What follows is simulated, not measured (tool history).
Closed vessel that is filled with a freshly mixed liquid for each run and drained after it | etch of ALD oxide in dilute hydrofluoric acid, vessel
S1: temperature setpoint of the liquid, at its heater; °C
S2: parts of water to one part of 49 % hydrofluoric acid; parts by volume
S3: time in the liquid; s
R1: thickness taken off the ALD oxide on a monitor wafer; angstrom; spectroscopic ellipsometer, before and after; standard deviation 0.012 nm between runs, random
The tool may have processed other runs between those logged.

run,hour,S1,S2,S3,R1
1,0,24,185,30,26.487
2,6.1,24,155,30,32.451
3,7.7,24,130,30,40.137
4,10.9,23,135,30,36.691
5,14.3,22,140,30,33.97
6,18.5,21.5,145,30,31.955
7,20.1,21,150,30,29.885
8,24.3,20.5,155,30,28.344
9,30.5,20,160,30,26.774
10,31.6,19.5,160,30,26.365

The next listed run, before its measurement:
11,35.2,19,165,30,?

R1: 24.718 angstrom
